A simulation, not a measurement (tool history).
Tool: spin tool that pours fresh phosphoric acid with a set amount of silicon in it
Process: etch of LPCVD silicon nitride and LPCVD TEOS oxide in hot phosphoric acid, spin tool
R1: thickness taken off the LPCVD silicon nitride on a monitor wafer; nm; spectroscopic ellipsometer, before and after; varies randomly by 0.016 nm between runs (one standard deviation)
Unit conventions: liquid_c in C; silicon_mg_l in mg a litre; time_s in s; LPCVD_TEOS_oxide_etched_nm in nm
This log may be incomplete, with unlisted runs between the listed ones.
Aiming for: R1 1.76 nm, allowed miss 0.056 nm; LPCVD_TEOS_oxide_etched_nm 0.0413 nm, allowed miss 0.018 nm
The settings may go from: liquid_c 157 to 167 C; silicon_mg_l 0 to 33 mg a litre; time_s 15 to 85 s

run 1 hour=0 | liquid_c=162 silicon_mg_l=14.5 time_s=45 | R1=4.1461 LPCVD_TEOS_oxide_etched_nm=0.1537
run 2 hour=7.8 | liquid_c=162 silicon_mg_l=8 time_s=45 | R1=4.1567 LPCVD_TEOS_oxide_etched_nm=0.17333
run 3 hour=10.4 | liquid_c=161.5 silicon_mg_l=10 time_s=40 | R1=3.637 LPCVD_TEOS_oxide_etched_nm=0.13717
run 4 hour=17.1 | liquid_c=161 silicon_mg_l=10.5 time_s=35 | R1=3.1251 LPCVD_TEOS_oxide_etched_nm=0.14681
run 5 hour=26.1 | liquid_c=159 silicon_mg_l=10.5 time_s=35 | R1=2.9667 LPCVD_TEOS_oxide_etched_nm=0.11021
run 6 hour=27.3 | liquid_c=160 silicon_mg_l=10.5 time_s=35 | R1=3.0865 LPCVD_TEOS_oxide_etched_nm=0.072613
run 7 hour=30.9 | liquid_c=159.5 silicon_mg_l=9 time_s=30 | R1=2.5767 LPCVD_TEOS_oxide_etched_nm=0.08961
run 8 hour=38.3 | liquid_c=157.5 silicon_mg_l=18 time_s=15 | R1=1.2019 LPCVD_TEOS_oxide_etched_nm=0.036859
run 9 hour=41.5 | liquid_c=158 silicon_mg_l=17.5 time_s=15 | R1=1.2051 LPCVD_TEOS_oxide_etched_nm=0.026498
run 10 hour=46.6 | liquid_c=158.5 silicon_mg_l=16.5 time_s=15 | R1=1.221 LPCVD_TEOS_oxide_etched_nm=0.037878
run 11 hour=53.6 | liquid_c=158.5 silicon_mg_l=15 time_s=15 | R1=1.2241 LPCVD_TEOS_oxide_etched_nm=0.027546
run 12 hour=60.5 | liquid_c=158.5 silicon_mg_l=13.5 time_s=15 | R1=1.2321 LPCVD_TEOS_oxide_etched_nm=0.033465
run 13 hour=67.3 | liquid_c=158.5 silicon_mg_l=12 time_s=15 | R1=1.2387 LPCVD_TEOS_oxide_etched_nm=0.03745
run 14 hour=75.1 | liquid_c=158.5 silicon_mg_l=12 time_s=15 | R1=1.2388 LPCVD_TEOS_oxide_etched_nm=0.03391
run 15 hour=81.4 | liquid_c=158.5 silicon_mg_l=11.5 time_s=15 | R1=1.2493 LPCVD_TEOS_oxide_etched_nm=0.050183
run 16 hour=84.6 | liquid_c=158.5 silicon_mg_l=12.5 time_s=15 | R1=1.2213 LPCVD_TEOS_oxide_etched_nm=0.037611
run 17 hour=92.3 | liquid_c=161 silicon_mg_l=21.5 time_s=25 | R1=2.2424 LPCVD_TEOS_oxide_etched_nm=0.061153
run 18 hour=95.1 | liquid_c=158.5 silicon_mg_l=21.5 time_s=25 | R1=2.0615 LPCVD_TEOS_oxide_etched_nm=0.043527

Exercise: of the 5 proposed moves below, exactly one satisfies all targets within the stated allowed misses. Which move is it?
run A hour=97.9 | liquid_c=157 silicon_mg_l=23.5 time_s=25 | R1=? LPCVD_TEOS_oxide_etched_nm=?
run B hour=97.9 | liquid_c=158 silicon_mg_l=19.5 time_s=20 | R1=? LPCVD_TEOS_oxide_etched_nm=?
run C hour=97.9 | liquid_c=157 silicon_mg_l=23 time_s=25 | R1=? LPCVD_TEOS_oxide_etched_nm=?
run D hour=97.9 | liquid_c=160.5 silicon_mg_l=24.5 time_s=20 | R1=? LPCVD_TEOS_oxide_etched_nm=?
run E hour=97.9 | liquid_c=160.5 silicon_mg_l=0.5 time_s=20 | R1=? LPCVD_TEOS_oxide_etched_nm=?

move=A R1=1.9311 LPCVD_TEOS_oxide_etched_nm=0.03888
move=B R1=1.5983 LPCVD_TEOS_oxide_etched_nm=0.037783
move=C R1=1.9311 LPCVD_TEOS_oxide_etched_nm=0.039497
move=D R1=1.7388 LPCVD_TEOS_oxide_etched_nm=0.039093
move=E R1=1.7388 LPCVD_TEOS_oxide_etched_nm=0.069854
A: gains on the last run, yet a result remains outside its allowed miss
B: carries the result that was furthest off beyond its target, to the other side
C: gains on the last run, yet a result remains outside its allowed miss
D: in spec on every target
E: puts the biggest miss on target and leaves a different result outside tolerance
Correct choice: D, which meets every target

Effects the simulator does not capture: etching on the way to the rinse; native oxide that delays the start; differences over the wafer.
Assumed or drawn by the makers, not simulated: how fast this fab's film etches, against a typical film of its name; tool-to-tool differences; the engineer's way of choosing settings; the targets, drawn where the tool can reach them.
